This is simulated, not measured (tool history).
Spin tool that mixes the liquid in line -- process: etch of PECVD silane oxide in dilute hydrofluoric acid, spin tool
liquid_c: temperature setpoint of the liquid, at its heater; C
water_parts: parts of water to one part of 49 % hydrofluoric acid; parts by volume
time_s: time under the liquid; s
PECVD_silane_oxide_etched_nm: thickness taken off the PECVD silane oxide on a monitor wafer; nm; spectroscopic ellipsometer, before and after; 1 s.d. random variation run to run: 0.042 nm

| run | day | liquid_c | water_parts | time_s | PECVD_silane_oxide_etched_nm |
|---|---|---|---|---|---|
| 1 | 0.000 | 23.0 | 180 | 60 | 6.6690 |
| 2 | 0.329 | 23.0 | 220 | 60 | 5.2865 |
| 3 | 0.525 | 24.5 | 220 | 60 | 5.5041 |
| 4 | 0.792 | 22.0 | 220 | 60 | 5.0692 |
| 5 | 0.962 | 19.0 | 220 | 60 | 4.4754 |
| 6 | 1.150 | 19.0 | 220 | 60 | 4.4628 |
| 7 | 1.233 | 19.5 | 220 | 60 | 4.6007 |
| 8 | 1.588 | 20.0 | 220 | 60 | 4.7436 |
| 9 | 1.946 | 20.5 | 220 | 60 | 4.7035 |

Run 10 is up next; what results do you expect?
| 10 | 1.996 | 21.0 | 220 | 60 | ? |

PECVD_silane_oxide_etched_nm: 4.9042 nm
